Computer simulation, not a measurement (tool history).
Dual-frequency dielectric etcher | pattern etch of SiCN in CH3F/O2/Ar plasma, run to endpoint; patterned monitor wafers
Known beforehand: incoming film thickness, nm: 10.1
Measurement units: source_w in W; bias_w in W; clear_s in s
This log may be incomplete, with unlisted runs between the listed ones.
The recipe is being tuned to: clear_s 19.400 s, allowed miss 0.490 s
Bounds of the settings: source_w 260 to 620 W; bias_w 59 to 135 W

run	hour	source_w	bias_w	clear_s
1	0.0	440	97	21.526
2	6.3	460	99	21.181
3	8.8	480	101	20.632
4	14.6	480	89	22.340
5	20.7	420	89	22.929
6	26.7	460	89	22.491
7	33.2	480	93	21.906
8	37.3	490	98	20.751
9	38.4	510	99	20.455
# hour 45.7: source power generator calibrated
10	45.7	520	100	20.738
11	48.3	520	103	20.474
12	55.9	520	103	20.294

Exactly one of the 5 candidate moves below puts every result within its allowed miss. Which one?
A	63.5	520	126	?
B	63.5	620	95	?
C	63.5	480	114	?
D	63.5	470	132	?
E	63.5	590	88	?

move	clear_s
A	18.154
B	20.266
C	19.548
D	18.148
E	21.455
A: the result that was furthest off in the last run now lies on the other side of its target
B: roughly where the last run was
C: all results in spec
D: the result that was furthest off in the last run now lies on the other side of its target
E: its largest miss is bigger than the last run's
Go with C: it meets all targets.
